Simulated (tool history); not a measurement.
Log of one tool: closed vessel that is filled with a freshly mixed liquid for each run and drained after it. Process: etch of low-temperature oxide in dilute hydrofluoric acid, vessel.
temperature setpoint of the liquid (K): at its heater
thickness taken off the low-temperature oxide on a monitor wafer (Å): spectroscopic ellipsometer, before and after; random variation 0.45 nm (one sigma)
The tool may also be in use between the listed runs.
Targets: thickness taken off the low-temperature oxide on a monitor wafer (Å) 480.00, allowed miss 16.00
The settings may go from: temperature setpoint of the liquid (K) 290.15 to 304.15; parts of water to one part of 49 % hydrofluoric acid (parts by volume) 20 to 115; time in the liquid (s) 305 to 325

| run | hour | temperature setpoint of the liquid (K) | parts of water to one part of 49 % hydrofluoric acid (parts by volume) | time in the liquid (s) | thickness taken off the low-temperature oxide on a monitor wafer (Å) |
|---|---|---|---|---|---|
| 1 | 0.0 | 296.15 | 65 | 305 | 806.04 |
| 2 | 4.9 | 299.15 | 65 | 305 | 944.65 |
| 3 | 10.5 | 299.15 | 65 | 325 | 986.53 |
| 4 | 17.9 | 297.65 | 65 | 325 | 930.14 |
| 5 | 23.5 | 297.65 | 85 | 325 | 700.84 |
| 6 | 25.4 | 297.65 | 85 | 325 | 686.91 |
| 7 | 27.1 | 297.65 | 85 | 325 | 694.12 |
| 8 | 31.2 | 295.65 | 85 | 325 | 648.18 |

4 next moves are on the table. One of them brings every result within its allowed miss. Which?
| A | 35.3 | 294.15 | 100 | 305 | ? |
| B | 35.3 | 297.65 | 100 | 310 | ? |
| C | 35.3 | 299.15 | 115 | 320 | ? |
| D | 35.3 | 292.65 | 100 | 310 | ? |

| move | thickness taken off the low-temperature oxide on a monitor wafer (Å) |
|---|---|
| A | 473.05 |
| B | 553.19 |
| C | 516.65 |
| D | 452.14 |
A: meets every target
B: nearer than the last run, and not there yet
C: nearer than the last run, and not there yet
D: takes the result that was furthest off past its target
Move A is the one to make.
